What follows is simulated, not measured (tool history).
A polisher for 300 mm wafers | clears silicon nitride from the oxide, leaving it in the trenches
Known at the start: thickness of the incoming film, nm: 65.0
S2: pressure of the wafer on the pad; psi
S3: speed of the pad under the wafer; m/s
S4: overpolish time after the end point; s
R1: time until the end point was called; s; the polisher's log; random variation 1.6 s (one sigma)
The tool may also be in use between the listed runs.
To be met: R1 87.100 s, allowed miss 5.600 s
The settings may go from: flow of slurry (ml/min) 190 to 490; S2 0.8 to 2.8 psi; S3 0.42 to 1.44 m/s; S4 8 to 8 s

run 1 hour=0.0 | flow_of_slurry_(ml/min)=315 S2=1.8 S3=0.92 S4=8 | R1=121.450
run 2 hour=3.2 | flow_of_slurry_(ml/min)=315 S2=2.0 S3=0.94 S4=8 | R1=105.550
run 3 hour=8.2 | flow_of_slurry_(ml/min)=255 S2=2.0 S3=0.94 S4=8 | R1=111.520
run 4 hour=13.9 | flow_of_slurry_(ml/min)=255 S2=2.0 S3=0.78 S4=8 | R1=132.170
run 5 hour=21.5 | flow_of_slurry_(ml/min)=255 S2=2.0 S3=0.78 S4=8 | R1=130.090
run 6 hour=30.3 | flow_of_slurry_(ml/min)=255 S2=2.0 S3=0.86 S4=8 | R1=118.420
run 7 hour=34.1 | flow_of_slurry_(ml/min)=255 S2=2.1 S3=0.88 S4=8 | R1=111.200
run 8 hour=36.0 | flow_of_slurry_(ml/min)=255 S2=2.2 S3=0.88 S4=8 | R1=106.390
run 9 hour=39.5 | flow_of_slurry_(ml/min)=255 S2=2.3 S3=0.88 S4=8 | R1=100.400
run 10 hour=45.0 | flow_of_slurry_(ml/min)=255 S2=2.4 S3=0.88 S4=8 | R1=97.109
run 11 hour=48.5 | flow_of_slurry_(ml/min)=255 S2=2.5 S3=0.88 S4=8 | R1=94.996

Which of these 5 next moves meets every target?
run A hour=52.0 | flow_of_slurry_(ml/min)=280 S2=2.4 S3=0.82 S4=8 | R1=?
run B hour=52.0 | flow_of_slurry_(ml/min)=220 S2=2.4 S3=0.84 S4=8 | R1=?
run C hour=52.0 | flow_of_slurry_(ml/min)=340 S2=2.7 S3=1.02 S4=8 | R1=?
run D hour=52.0 | flow_of_slurry_(ml/min)=265 S2=2.5 S3=0.78 S4=8 | R1=?
run E hour=52.0 | flow_of_slurry_(ml/min)=320 S2=2.8 S3=0.82 S4=8 | R1=?

move=A R1=101.430
move=B R1=100.830
move=C R1=72.217
move=D R1=102.670
move=E R1=86.448
A: further off than the last run
B: further off than the last run
C: takes the result that was furthest off past its target
D: further off than the last run
E: meets every target
The right move is E.
